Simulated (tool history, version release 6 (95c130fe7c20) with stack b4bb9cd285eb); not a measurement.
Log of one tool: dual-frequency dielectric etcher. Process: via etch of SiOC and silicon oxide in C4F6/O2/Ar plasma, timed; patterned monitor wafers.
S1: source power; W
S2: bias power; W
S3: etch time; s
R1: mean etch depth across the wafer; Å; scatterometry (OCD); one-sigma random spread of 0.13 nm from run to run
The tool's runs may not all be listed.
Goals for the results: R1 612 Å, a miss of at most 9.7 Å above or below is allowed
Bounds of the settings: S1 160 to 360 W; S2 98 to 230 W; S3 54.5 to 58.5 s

run  hour   S1   S2    S3      R1
  1     0  260  164  58.5  565.79
  2   7.9  270  165  58.5   574.8
  3  14.3  270  165  54.5  535.55
  4  15.6  240  165  54.5  509.97
  5  19.8  260  165  54.5  527.75
  6  22.7  280  165  54.5  542.59
  7  27.2  290  167  54.5  553.39
  8  33.1  300  168  54.5  560.45
  9  40.5  310  170  54.5  570.67
 10  43.2  320  171  54.5  576.36
 11  44.6  320  173  54.5  576.71
 12    48  320  175  54.5  582.35
 13    52  320  176  54.5  579.64
 14  57.3  320  177  54.5  581.74
 15  64.9  320  178  54.5   582.8
 16  73.1  320  179  54.5  583.37
 17  82.2  320  180  54.5  585.31
 18  89.9  320  181  54.5  587.51

Pick the move, out of 4, that brings all results within their allowed miss; only one does.
  A  97.6  320  192    58   ?
  B  97.6  290  185  58.5   ?
  C  97.6  300  173  54.5   ?
  D  97.6  320  182  58.5   ?

move      R1
   A  631.43
   B  607.16
   C  563.89
   D   628.5
A: pushes the last run's worst result past its target
B: all results land within tolerance of their targets
C: moves away from the targets compared with the last run
D: pushes the last run's worst result past its target
Move B is the one to make.
